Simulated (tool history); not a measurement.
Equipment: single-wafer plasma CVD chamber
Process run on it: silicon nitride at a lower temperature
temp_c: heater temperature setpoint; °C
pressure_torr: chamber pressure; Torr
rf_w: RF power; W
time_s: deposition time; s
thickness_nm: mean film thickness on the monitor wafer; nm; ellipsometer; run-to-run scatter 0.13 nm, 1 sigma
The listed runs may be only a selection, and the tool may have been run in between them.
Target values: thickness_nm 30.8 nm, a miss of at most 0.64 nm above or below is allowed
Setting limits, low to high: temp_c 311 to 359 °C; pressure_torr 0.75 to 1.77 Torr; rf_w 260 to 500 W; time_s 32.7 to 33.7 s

run  hour  temp_c  pressure_torr  rf_w  time_s  thickness_nm
  1     0     335           1.26   380    32.7        40.956
  2   2.3     335           1.14   350    32.7        37.215
  3   9.3     335           1.05   340    32.7        34.973
  4  12.1     335           0.98   335    32.7        33.297
  5  16.8     335           1.11   335    32.7        35.861
  6    23     328           1.11   335    32.7        35.818
  7  24.8     328           1.03   335    32.7        34.362
  8  29.9     328           0.97   335    32.7        33.301

Consider the 5 candidate settings below. Which is the only one whose results all fall within their allowed miss of target?
  A    35     327           0.98   330    32.7             ?
  B    35     331           0.86   360    32.7             ?
  C    35     330            0.9   325    32.7             ?
  D    35     327           0.96   325    32.7             ?
  E    35     324           1.01   345    33.7             ?

move  thickness_nm
   A         33.11
   B        31.994
   C        30.983
   D        32.363
   E        35.791
A: an improvement on the last run, though not all results are within tolerance
B: an improvement on the last run, though not all results are within tolerance
C: every result lands within tolerance
D: an improvement on the last run, though not all results are within tolerance
E: its largest miss is bigger than the last run's
The move that meets every target is C.
